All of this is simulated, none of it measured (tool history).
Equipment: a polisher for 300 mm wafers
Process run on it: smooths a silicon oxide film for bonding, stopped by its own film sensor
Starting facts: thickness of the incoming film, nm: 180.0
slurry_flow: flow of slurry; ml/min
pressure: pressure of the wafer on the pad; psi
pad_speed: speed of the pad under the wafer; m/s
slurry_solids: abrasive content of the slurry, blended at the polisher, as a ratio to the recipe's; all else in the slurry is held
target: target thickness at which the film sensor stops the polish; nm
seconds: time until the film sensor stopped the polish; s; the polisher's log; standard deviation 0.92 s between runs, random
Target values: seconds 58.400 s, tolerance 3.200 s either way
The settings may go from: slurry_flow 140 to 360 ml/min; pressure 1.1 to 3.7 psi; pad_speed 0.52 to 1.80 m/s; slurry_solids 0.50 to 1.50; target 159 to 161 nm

Run 1, day 0.000: slurry_flow 230 ml/min, pressure 2.4 psi, pad_speed 1.16 m/s, slurry_solids 1.00, target 159 nm. Result: seconds 19.074 s.
Run 2, day 0.242: slurry_flow 230 ml/min, pressure 2.9 psi, pad_speed 1.16 m/s, slurry_solids 1.00, target 159 nm. Result: seconds 16.554 s.
Run 3, day 0.488: slurry_flow 230 ml/min, pressure 2.9 psi, pad_speed 1.16 m/s, slurry_solids 1.15, target 159 nm. Result: seconds 15.656 s.
Run 4, day 0.662: slurry_flow 230 ml/min, pressure 2.9 psi, pad_speed 1.40 m/s, slurry_solids 1.15, target 159 nm. Result: seconds 13.094 s.
Run 5, day 0.958: slurry_flow 215 ml/min, pressure 2.4 psi, pad_speed 1.18 m/s, slurry_solids 1.00, target 159 nm. Result: seconds 19.903 s.
Run 6, day 1.258: slurry_flow 200 ml/min, pressure 2.1 psi, pad_speed 1.02 m/s, slurry_solids 0.95, target 159 nm. Result: seconds 26.143 s.
Run 7, day 1.421: slurry_flow 190 ml/min, pressure 1.8 psi, pad_speed 0.90 m/s, slurry_solids 0.95, target 159 nm. Result: seconds 33.421 s.
Run 8, day 1.767: slurry_flow 185 ml/min, pressure 1.2 psi, pad_speed 0.58 m/s, slurry_solids 0.90, target 159 nm. Result: seconds 73.977 s.
Run 9, day 1.983: slurry_flow 185 ml/min, pressure 1.2 psi, pad_speed 0.58 m/s, slurry_solids 0.90, target 159 nm. Result: seconds 73.248 s.
Run 10, day 2.033: slurry_flow 185 ml/min, pressure 1.3 psi, pad_speed 0.58 m/s, slurry_solids 0.90, target 159 nm. Result: seconds 67.197 s.
Run 11, day 2.212: slurry_flow 185 ml/min, pressure 1.6 psi, pad_speed 0.60 m/s, slurry_solids 0.90, target 159 nm. Result: seconds 54.756 s.

Which single option among these 4 for the next run brings every result within its allowed miss of target? Just one does.
Run A, day 2.392: slurry_flow 225 ml/min, pressure 1.3 psi, pad_speed 0.66 m/s, slurry_solids 1.00, target 160 nm. Result: seconds ?.
Run B, day 2.392: slurry_flow 180 ml/min, pressure 1.4 psi, pad_speed 0.52 m/s, slurry_solids 1.00, target 159 nm. Result: seconds ?.
Run C, day 2.392: slurry_flow 200 ml/min, pressure 1.5 psi, pad_speed 0.58 m/s, slurry_solids 0.95, target 161 nm. Result: seconds ?.
Run D, day 2.392: slurry_flow 220 ml/min, pressure 1.4 psi, pad_speed 0.52 m/s, slurry_solids 1.15, target 159 nm. Result: seconds ?.

move  seconds
   A   52.373
   B   63.997
   C   50.556
   D   57.378
A: further off than the last run
B: pushes the last run's worst result past its target
C: further off than the last run
D: every result lands within tolerance
So the answer is move D, the one that meets all the targets.
